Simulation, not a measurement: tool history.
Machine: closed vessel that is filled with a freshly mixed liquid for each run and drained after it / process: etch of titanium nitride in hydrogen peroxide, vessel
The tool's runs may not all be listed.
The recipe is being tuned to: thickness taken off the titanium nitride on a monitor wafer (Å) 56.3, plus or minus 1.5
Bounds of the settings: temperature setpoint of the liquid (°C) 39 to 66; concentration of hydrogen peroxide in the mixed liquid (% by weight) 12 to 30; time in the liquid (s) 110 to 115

run    day  temperature setpoint of the liquid (°C)  concentration of hydrogen peroxide in the mixed liquid (% by weight)  time in the liquid (s)  thickness taken off the titanium nitride on a monitor wafer (Å)
  1      0                                       55                                                                    23                     110                                                           82.351
  2  0.158                                       55                                                                    23                     115                                                           85.589
  3  0.267                                       54                                                                    23                     115                                                           80.464
  4   0.45                                       54                                                                  24.5                     115                                                           82.149
  5  0.738                                     53.5                                                                  24.5                     115                                                           78.106
     0.762  -- thermometer replaced
  6  0.762                                     53.5                                                                    28                     115                                                           86.757
  7  0.933                                     52.5                                                                    28                     115                                                           80.473
  8  1.146                                       52                                                                    28                     115                                                           77.141

Which one of the following 5 next-run settings gets every result inside its allowed miss? There is exactly one.
  A  1.358                                       53                                                                    30                     115                                                                ?
  B  1.358                                       49                                                                    30                     110                                                                ?
  C  1.358                                     48.5                                                                    25                     110                                                                ?
  D  1.358                                     50.5                                                                  29.5                     110                                                                ?
  E  1.358                                     46.5                                                                    30                     115                                                                ?

move  thickness taken off the titanium nitride on a monitor wafer (Å)
   A                                                           84.065
   B                                                           60.339
   C                                                           55.894
   D                                                           67.005
   E                                                           52.526
A: misses by more than the last run did
B: an improvement on the last run, though not all results are within tolerance
C: all results land within tolerance of their targets
D: an improvement on the last run, though not all results are within tolerance
E: moves the result that the last run missed by most past its target, out the other side
Answer: C
